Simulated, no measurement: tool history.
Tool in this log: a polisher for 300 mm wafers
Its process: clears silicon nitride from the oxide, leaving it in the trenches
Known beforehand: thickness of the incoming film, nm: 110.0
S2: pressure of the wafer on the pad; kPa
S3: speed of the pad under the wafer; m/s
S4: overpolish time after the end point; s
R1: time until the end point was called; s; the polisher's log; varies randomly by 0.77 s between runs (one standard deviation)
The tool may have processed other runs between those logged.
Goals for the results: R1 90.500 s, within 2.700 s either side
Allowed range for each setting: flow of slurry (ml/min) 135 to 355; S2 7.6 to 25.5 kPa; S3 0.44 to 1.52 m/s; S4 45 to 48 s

{"run": 1, "hour": 0.0, "flow of slurry (ml/min)": 225, "S2": 16.5, "S3": 0.98, "S4": 45, "R1": 165.59}
{"run": 2, "hour": 8.8, "flow of slurry (ml/min)": 185, "S2": 16.5, "S3": 0.98, "S4": 45, "R1": 173.19}
{"run": 3, "hour": 16.6, "flow of slurry (ml/min)": 195, "S2": 17.2, "S3": 0.98, "S4": 45, "R1": 163.86}
{"run": 4, "hour": 22.3, "flow of slurry (ml/min)": 205, "S2": 17.9, "S3": 0.98, "S4": 45, "R1": 160.69}
{"run": 5, "hour": 23.8, "flow of slurry (ml/min)": 170, "S2": 17.9, "S3": 0.98, "S4": 45, "R1": 164.66}
{"run": 6, "hour": 30.5, "flow of slurry (ml/min)": 180, "S2": 18.6, "S3": 1.0, "S4": 45, "R1": 153.67}
{"run": 7, "hour": 36.5, "flow of slurry (ml/min)": 180, "S2": 18.6, "S3": 1.0, "S4": 45, "R1": 154.56}
{"run": 8, "hour": 43.0, "flow of slurry (ml/min)": 180, "S2": 18.6, "S3": 1.0, "S4": 45, "R1": 153.11}
{"run": 9, "hour": 48.6, "flow of slurry (ml/min)": 190, "S2": 19.3, "S3": 1.0, "S4": 45, "R1": 146.78}
{"run": 10, "hour": 55.2, "flow of slurry (ml/min)": 200, "S2": 20.0, "S3": 1.0, "S4": 45, "R1": 143.66}
{"run": 11, "hour": 62.9, "flow of slurry (ml/min)": 205, "S2": 20.7, "S3": 1.02, "S4": 45, "R1": 135.51}
{"run": 12, "hour": 70.5, "flow of slurry (ml/min)": 210, "S2": 21.4, "S3": 1.04, "S4": 45, "R1": 131.35}
{"run": 13, "hour": 74.7, "flow of slurry (ml/min)": 210, "S2": 22.1, "S3": 1.06, "S4": 45, "R1": 122.38}
{"run": 14, "hour": 76.2, "flow of slurry (ml/min)": 215, "S2": 22.8, "S3": 1.08, "S4": 45, "R1": 118.87}
{"run": 15, "hour": 76.7, "flow of slurry (ml/min)": 215, "S2": 22.8, "S3": 1.1, "S4": 45, "R1": 117.02}
{"run": 16, "hour": 79.6, "flow of slurry (ml/min)": 215, "S2": 22.8, "S3": 1.12, "S4": 45, "R1": 115.63}
{"run": 17, "hour": 85.2, "flow of slurry (ml/min)": 215, "S2": 22.8, "S3": 1.14, "S4": 45, "R1": 114.81}
{"run": 18, "hour": 87.7, "flow of slurry (ml/min)": 215, "S2": 22.8, "S3": 1.14, "S4": 45, "R1": 110.68}
{"run": 19, "hour": 93.7, "flow of slurry (ml/min)": 235, "S2": 25.5, "S3": 1.16, "S4": 45, "R1": 98.919}
{"run": 20, "hour": 95.0, "flow of slurry (ml/min)": 235, "S2": 25.5, "S3": 1.18, "S4": 45, "R1": 97.94}
{"run": 21, "hour": 98.1, "flow of slurry (ml/min)": 235, "S2": 25.5, "S3": 1.24, "S4": 45, "R1": 92.708}

4 candidate next runs follow, results not yet known. Just one meets every target within its allowed miss. Identify it.
{"run": "A", "hour": 101.2, "flow of slurry (ml/min)": 305, "S2": 24.8, "S3": 1.26, "S4": 46, "R1": "?"}
{"run": "B", "hour": 101.2, "flow of slurry (ml/min)": 240, "S2": 25.5, "S3": 1.2, "S4": 47, "R1": "?"}
{"run": "C", "hour": 101.2, "flow of slurry (ml/min)": 240, "S2": 24.1, "S3": 1.26, "S4": 46, "R1": "?"}
{"run": "D", "hour": 101.2, "flow of slurry (ml/min)": 325, "S2": 24.1, "S3": 1.24, "S4": 45, "R1": "?"}

move=A R1=91.241
move=B R1=95.975
move=C R1=95.783
move=D R1=94.301
A: all results in spec
B: lands further from the targets than the last run did
C: lands further from the targets than the last run did
D: lands further from the targets than the last run did
Correct choice: A, which meets every target
